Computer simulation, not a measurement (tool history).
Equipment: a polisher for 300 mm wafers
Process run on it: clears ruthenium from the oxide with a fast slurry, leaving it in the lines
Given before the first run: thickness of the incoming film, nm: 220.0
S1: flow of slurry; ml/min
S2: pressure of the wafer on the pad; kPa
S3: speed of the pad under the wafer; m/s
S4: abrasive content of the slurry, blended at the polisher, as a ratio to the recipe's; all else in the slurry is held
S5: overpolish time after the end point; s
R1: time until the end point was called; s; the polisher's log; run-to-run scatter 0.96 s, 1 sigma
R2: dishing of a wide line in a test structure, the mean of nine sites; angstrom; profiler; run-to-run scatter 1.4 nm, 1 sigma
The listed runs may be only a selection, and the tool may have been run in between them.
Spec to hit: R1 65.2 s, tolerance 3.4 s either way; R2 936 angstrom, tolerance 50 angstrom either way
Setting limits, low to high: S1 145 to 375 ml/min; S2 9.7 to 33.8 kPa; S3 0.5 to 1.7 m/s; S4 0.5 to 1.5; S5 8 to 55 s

Run 1, hour 0: S1 240 ml/min, S2 21.4 kPa, S3 1.1 m/s, S4 1, S5 28 s. Result: R1 40.35 s, R2 1157.3 angstrom.
Run 2, hour 6.7: S1 240 ml/min, S2 21.4 kPa, S3 0.96 m/s, S4 1, S5 28 s. Result: R1 44.583 s, R2 1040 angstrom.
Run 3, hour 12.1: S1 240 ml/min, S2 19.3 kPa, S3 0.96 m/s, S4 1, S5 30 s. Result: R1 50.011 s, R2 1024.9 angstrom.
Run 4, hour 18.6: S1 240 ml/min, S2 17.9 kPa, S3 0.96 m/s, S4 1, S5 31 s. Result: R1 52.911 s, R2 973.6 angstrom.
Run 5, hour 24.6: S1 240 ml/min, S2 16.5 kPa, S3 0.96 m/s, S4 1, S5 32 s. Result: R1 56.439 s, R2 936.66 angstrom.
Run 6, hour 27.4: S1 240 ml/min, S2 16.5 kPa, S3 1.14 m/s, S4 1, S5 32 s. Result: R1 48.774 s, R2 1118 angstrom.
Run 7, hour 35.1: S1 240 ml/min, S2 15.2 kPa, S3 1.14 m/s, S4 1, S5 33 s. Result: R1 52.619 s, R2 1051.1 angstrom.
Run 8, hour 42.9: S1 240 ml/min, S2 13.8 kPa, S3 1.14 m/s, S4 1, S5 34 s. Result: R1 56.25 s, R2 996.05 angstrom.
Run 9, hour 51.7: S1 240 ml/min, S2 13.1 kPa, S3 1.14 m/s, S4 1, S5 35 s. Result: R1 60.834 s, R2 1010.4 angstrom.
Run 10, hour 56.5: S1 240 ml/min, S2 11.7 kPa, S3 1.14 m/s, S4 1, S5 34 s. Result: R1 66.792 s, R2 857.7 angstrom.

Which one of the following 5 next-run settings gets every result inside its allowed miss? There is exactly one.
Run A, hour 61.3: S1 235 ml/min, S2 12.4 kPa, S3 1.14 m/s, S4 1, S5 35 s. Result: R1 ?, R2 ?.
Run B, hour 61.3: S1 245 ml/min, S2 14.5 kPa, S3 0.96 m/s, S4 0.95, S5 27 s. Result: R1 ?, R2 ?.
Run C, hour 61.3: S1 245 ml/min, S2 12.4 kPa, S3 1.02 m/s, S4 1.05, S5 26 s. Result: R1 ?, R2 ?.
Run D, hour 61.3: S1 235 ml/min, S2 12.4 kPa, S3 1.1 m/s, S4 1.05, S5 31 s. Result: R1 ?, R2 ?.
Run E, hour 61.3: S1 215 ml/min, S2 13.8 kPa, S3 1.06 m/s, S4 0.9, S5 28 s. Result: R1 ?, R2 ?.

move      R1      R2
   A  64.778  940.36
   B  67.732  732.16
   C  69.923  690.02
   D  65.284  847.13
   E   67.61  756.13
A: every result within its allowed miss
B: misses by more than the last run did
C: misses by more than the last run did
D: misses by more than the last run did
E: misses by more than the last run did
The right move is A.
